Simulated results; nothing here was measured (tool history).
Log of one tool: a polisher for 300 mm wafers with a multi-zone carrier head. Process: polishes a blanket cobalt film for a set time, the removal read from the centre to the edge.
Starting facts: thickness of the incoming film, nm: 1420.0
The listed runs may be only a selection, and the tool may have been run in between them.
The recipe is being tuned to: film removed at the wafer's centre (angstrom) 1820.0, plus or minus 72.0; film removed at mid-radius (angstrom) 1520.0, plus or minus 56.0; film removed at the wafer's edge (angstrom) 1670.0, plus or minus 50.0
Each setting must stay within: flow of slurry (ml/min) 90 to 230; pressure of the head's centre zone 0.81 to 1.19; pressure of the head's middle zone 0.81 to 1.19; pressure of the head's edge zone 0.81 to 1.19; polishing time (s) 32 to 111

| run | hour | flow of slurry (ml/min) | pressure of the head's centre zone | pressure of the head's middle zone | pressure of the head's edge zone | polishing time (s) | film removed at the wafer's centre (angstrom) | film removed at mid-radius (angstrom) | film removed at the wafer's edge (angstrom) |
|---|---|---|---|---|---|---|---|---|---|
| 1 | 0.0 | 150 | 1.00 | 1.00 | 1.00 | 71 | 2745.6 | 2729.6 | 2747.5 |
| 2 | 5.4 | 150 | 0.94 | 1.00 | 1.00 | 71 | 2554.4 | 2710.6 | 2755.5 |
| 3 | 11.2 | 150 | 0.94 | 1.00 | 1.05 | 71 | 2535.5 | 2727.5 | 2781.9 |
| 4 | 14.4 | 150 | 0.96 | 0.98 | 1.03 | 64 | 2300.1 | 2449.3 | 2567.6 |
| 5 | 23.1 | 150 | 0.96 | 1.01 | 1.03 | 64 | 2297.8 | 2485.2 | 2481.8 |
| 6 | 29.9 | 140 | 1.00 | 0.99 | 1.00 | 59 | 2245.9 | 2215.9 | 2265.1 |
| 7 | 32.6 | 130 | 1.01 | 0.97 | 0.98 | 56 | 2139.1 | 2052.1 | 2093.1 |
| 8 | 36.2 | 125 | 1.01 | 0.94 | 0.96 | 54 | 2021.0 | 1920.6 | 2022.4 |
| 9 | 42.2 | 120 | 1.02 | 0.92 | 0.94 | 52 | 1949.4 | 1825.1 | 1869.5 |
| 10 | 49.7 | 100 | 1.06 | 0.82 | 0.97 | 47 | 1767.0 | 1440.3 | 1705.0 |

Exercise: of the 5 proposed moves below, exactly one satisfies all targets within the stated allowed misses. Which move is it?
| A | 57.2 | 140 | 1.11 | 0.81 | 1.07 | 43 | ? | ? | ? |
| B | 57.2 | 95 | 1.08 | 0.84 | 0.89 | 48 | ? | ? | ? |
| C | 57.2 | 90 | 1.00 | 0.81 | 0.98 | 46 | ? | ? | ? |
| D | 57.2 | 90 | 0.99 | 0.84 | 0.98 | 49 | ? | ? | ? |
| E | 57.2 | 95 | 1.00 | 0.87 | 0.87 | 48 | ? | ? | ? |

| move | film removed at the wafer's centre (angstrom) | film removed at mid-radius (angstrom) | film removed at the wafer's edge (angstrom) |
|---|---|---|---|
| A | 1794.7 | 1410.3 | 1722.7 |
| B | 1803.7 | 1507.4 | 1678.5 |
| C | 1580.3 | 1395.5 | 1671.1 |
| D | 1666.7 | 1523.3 | 1779.5 |
| E | 1669.5 | 1544.4 | 1660.6 |
A: its largest miss is bigger than the last run's
B: all results in spec
C: its largest miss is bigger than the last run's
D: meets the target for the result that was furthest off, but another lies outside its allowed miss
E: meets the target for the result that was furthest off, but another lies outside its allowed miss
So the answer is move B, the one that meets all the targets.
